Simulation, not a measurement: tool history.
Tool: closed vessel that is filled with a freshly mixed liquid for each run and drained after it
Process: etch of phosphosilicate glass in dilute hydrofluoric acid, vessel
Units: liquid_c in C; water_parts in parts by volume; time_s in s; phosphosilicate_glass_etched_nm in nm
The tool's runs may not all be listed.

run,hour,liquid_c,water_parts,time_s,phosphosilicate_glass_etched_nm
1,0,21,60,90,115.32
2,3.1,21,60,95,119.78
3,7.7,20,60,95,115.45
4,9.5,19.5,60,95,113.03
5,11.9,19,60,95,111.08
6,18.4,18.5,60,95,108.01

The next listed run, before its measurement:
7,20.7,18,60,95,?

Run 7 gave phosphosilicate_glass_etched_nm 106.11 nm.
